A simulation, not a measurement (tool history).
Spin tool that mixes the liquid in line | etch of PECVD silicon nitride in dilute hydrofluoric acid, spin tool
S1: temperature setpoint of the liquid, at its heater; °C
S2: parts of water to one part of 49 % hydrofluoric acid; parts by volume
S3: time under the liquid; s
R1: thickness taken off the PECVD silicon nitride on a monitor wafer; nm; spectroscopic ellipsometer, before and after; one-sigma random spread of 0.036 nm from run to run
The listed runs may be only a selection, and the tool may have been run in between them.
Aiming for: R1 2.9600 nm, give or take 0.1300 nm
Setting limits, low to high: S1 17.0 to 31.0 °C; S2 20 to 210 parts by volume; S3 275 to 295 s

run  hour    S1   S2   S3      R1
  1   0.0  23.0  115  275  4.7071
  2   6.1  23.0  135  275  4.0403
  3  10.1  23.0  160  275  3.4512
  4  17.4  23.0  125  275  4.4594
  5  24.2  23.0  160  275  3.4319
  6  29.9  25.5  160  275  4.0372
     36.5  -- hydrofluoric acid flow meter replaced
  7  36.5  25.0  160  275  3.6818
  8  41.8  24.5  160  275  3.5765
  9  46.4  24.0  160  275  3.4775
 10  51.5  23.5  160  275  3.4229
 11  60.1  23.0  160  275  3.1993
 12  64.0  22.5  160  275  3.1543
 13  69.0  22.5  160  275  3.1788

Which one of the following 4 next-run settings gets every result inside its allowed miss? There is exactly one.
  A  74.0  21.5  160  280   ?
  B  74.0  25.0  175  275   ?
  C  74.0  22.0  165  295   ?
  D  74.0  24.0  165  275   ?

move      R1
   A  2.9598
   B  3.3348
   C  3.1264
   D  3.3170
A: all results in spec
B: moves away from the targets compared with the last run
C: nearer the targets than the last run, but a result is still out of spec
D: moves away from the targets compared with the last run
Correct choice: A, which meets every target
